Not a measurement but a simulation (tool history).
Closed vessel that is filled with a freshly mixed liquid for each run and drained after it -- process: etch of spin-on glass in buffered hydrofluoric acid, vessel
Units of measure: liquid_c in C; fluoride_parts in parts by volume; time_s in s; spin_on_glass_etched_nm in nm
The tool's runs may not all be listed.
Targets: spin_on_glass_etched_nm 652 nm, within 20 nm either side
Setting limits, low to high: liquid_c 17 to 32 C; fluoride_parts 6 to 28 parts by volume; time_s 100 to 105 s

run	hour	liquid_c	fluoride_parts	time_s	spin_on_glass_etched_nm
1	0	24	17	100	277.02
2	7.9	25	16	100	306.18
3	12.5	25	20	100	247.72
4	14.6	23	20	100	220.97
5	15.6	26.5	20	100	268.03
6	23.1	26.5	21.5	100	255
7	29.2	27.5	19.5	100	295.58
8	36.7	31.5	14	100	491.24
9	41.9	31.5	13	100	525.64
10	50.2	31.5	12.5	100	544.33
11	58.5	31.5	12	100	576.89

4 next moves are on the table. One of them brings every result within its allowed miss. Which?
A	66.8	32	10	100	?
B	66.8	32	11.5	105	?
C	66.8	26	8.5	105	?
D	66.8	26.5	11	105	?

move	spin_on_glass_etched_nm
A	713.86
B	654.34
C	620.83
D	511.29
A: the result that was furthest off in the last run now lies on the other side of its target
B: every result lands within tolerance
C: an improvement on the last run, though not all results are within tolerance
D: lands further from the targets than the last run did
B meets every target.
